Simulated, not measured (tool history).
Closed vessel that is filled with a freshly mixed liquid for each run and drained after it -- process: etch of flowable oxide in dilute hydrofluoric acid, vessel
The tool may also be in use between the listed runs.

run  hour  temperature setpoint of the liquid (C)  parts of water to one part of 49 % hydrofluoric acid (parts by volume)  time in the liquid (s)  thickness taken off the flowable oxide on a monitor wafer (angstrom)
  1     0                                      25                                                                     220                     350                                                                347.73
  2   3.3                                      25                                                                     220                     350                                                                348.88
  3   9.9                                      25                                                                     220                     350                                                                348.35
  4  16.1                                      25                                                                     220                     350                                                                348.53
  5  17.3                                      25                                                                     150                     350                                                                556.96
  6  22.5                                      25                                                                     150                     350                                                                551.85

For run 7, what comes out?
  7  23.5                                    22.5                                                                     185                     350                                                                     ?

Run 7 came out at thickness taken off the flowable oxide on a monitor wafer (angstrom) 392.88.

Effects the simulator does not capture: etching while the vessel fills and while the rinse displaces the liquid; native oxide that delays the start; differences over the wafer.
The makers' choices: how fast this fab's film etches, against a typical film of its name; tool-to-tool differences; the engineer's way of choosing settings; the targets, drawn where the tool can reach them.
